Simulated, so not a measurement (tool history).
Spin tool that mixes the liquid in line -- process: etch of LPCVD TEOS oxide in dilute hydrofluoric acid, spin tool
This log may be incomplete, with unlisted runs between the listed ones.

run	day	temperature setpoint of the liquid (C)	parts of water to one part of 49 % hydrofluoric acid (parts by volume)	time under the liquid (s)	thickness taken off the LPCVD TEOS oxide on a monitor wafer (Å)
1	0.000	21.0	215	45	57.434
2	0.192	21.0	215	35	44.667
3	0.425	22.5	195	35	53.828
4	0.462	22.5	195	45	68.737
5	0.808	24.0	190	45	74.962
6	0.946	25.0	185	45	80.623

Estimate the outcome of run 7 from the log above:
7	1.250	29.0	160	45	?

{"run 7": {"thickness taken off the LPCVD TEOS oxide on a monitor wafer (Å)": 109.37}}
